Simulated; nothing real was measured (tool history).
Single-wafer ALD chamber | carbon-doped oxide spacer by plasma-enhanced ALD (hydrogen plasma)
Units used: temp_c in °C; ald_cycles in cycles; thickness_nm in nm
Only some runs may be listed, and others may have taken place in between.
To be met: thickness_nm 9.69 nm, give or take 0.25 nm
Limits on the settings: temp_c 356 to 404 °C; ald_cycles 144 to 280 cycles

{"run": 1, "hour": 0.0, "temp_c": 380, "ald_cycles": 212, "thickness_nm": 10.726}
{"run": 2, "hour": 8.0, "temp_c": 380, "ald_cycles": 226, "thickness_nm": 11.434}
{"run": 3, "hour": 13.8, "temp_c": 380, "ald_cycles": 219, "thickness_nm": 11.093}
{"run": 4, "hour": 16.5, "temp_c": 380, "ald_cycles": 241, "thickness_nm": 12.213}
{"run": 5, "hour": 23.4, "temp_c": 384, "ald_cycles": 241, "thickness_nm": 12.211}
{"run": 6, "hour": 28.7, "temp_c": 392, "ald_cycles": 241, "thickness_nm": 12.228}
{"run": 7, "hour": 30.3, "temp_c": 392, "ald_cycles": 207, "thickness_nm": 10.506}
{"run": 8, "hour": 31.8, "temp_c": 392, "ald_cycles": 203, "thickness_nm": 10.244}

4 candidate next runs follow, results not yet known. Just one meets every target within its allowed miss. Identify it.
{"run": "A", "hour": 33.3, "temp_c": 390, "ald_cycles": 200, "thickness_nm": "?"}
{"run": "B", "hour": 33.3, "temp_c": 391, "ald_cycles": 193, "thickness_nm": "?"}
{"run": "C", "hour": 33.3, "temp_c": 387, "ald_cycles": 178, "thickness_nm": "?"}
{"run": "D", "hour": 33.3, "temp_c": 390, "ald_cycles": 205, "thickness_nm": "?"}

move=A thickness_nm=10.192
move=B thickness_nm=9.8353
move=C thickness_nm=9.0709
move=D thickness_nm=10.447
A: an improvement on the last run, though not all results are within tolerance
B: in spec on every target
C: takes the biggest miss from the last run beyond its target
D: misses by more than the last run did
B meets every target.
